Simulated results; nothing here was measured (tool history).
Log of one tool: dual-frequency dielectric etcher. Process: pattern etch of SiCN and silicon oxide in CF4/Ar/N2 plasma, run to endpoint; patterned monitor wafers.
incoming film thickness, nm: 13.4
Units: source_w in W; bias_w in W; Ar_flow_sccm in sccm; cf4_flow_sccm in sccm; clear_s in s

Run 1, hour 0: source_w 410 W, bias_w 77 W, Ar_flow_sccm 85 sccm, cf4_flow_sccm 43 sccm. Result: clear_s 15.528 s.
Run 2, hour 6: source_w 410 W, bias_w 77 W, Ar_flow_sccm 85 sccm, cf4_flow_sccm 50 sccm. Result: clear_s 15.011 s.
Run 3, hour 9.5: source_w 380 W, bias_w 76 W, Ar_flow_sccm 85 sccm, cf4_flow_sccm 50 sccm. Result: clear_s 16.475 s.
Run 4, hour 13.6: source_w 410 W, bias_w 76 W, Ar_flow_sccm 85 sccm, cf4_flow_sccm 50 sccm. Result: clear_s 15.117 s.
Run 5, hour 15: source_w 380 W, bias_w 76 W, Ar_flow_sccm 85 sccm, cf4_flow_sccm 50 sccm. Result: clear_s 16.419 s.
Run 6, hour 21.8: source_w 380 W, bias_w 76 W, Ar_flow_sccm 85 sccm, cf4_flow_sccm 57 sccm. Result: clear_s 16.064 s.
Run 7, hour 30.8: source_w 360 W, bias_w 76 W, Ar_flow_sccm 85 sccm, cf4_flow_sccm 57 sccm. Result: clear_s 17.028 s.
Run 8, hour 37.5: source_w 340 W, bias_w 76 W, Ar_flow_sccm 85 sccm, cf4_flow_sccm 57 sccm. Result: clear_s 18.081 s.
At hour 40.8: Ar flow controller replaced.
Run 9, hour 40.8: source_w 330 W, bias_w 76 W, Ar_flow_sccm 85 sccm, cf4_flow_sccm 57 sccm. Result: clear_s 18.749 s.

The next listed run, before its measurement:
Run 10, hour 47.5: source_w 270 W, bias_w 75 W, Ar_flow_sccm 85 sccm, cf4_flow_sccm 57 sccm. Result: clear_s ?.

clear_s: 23.189 s
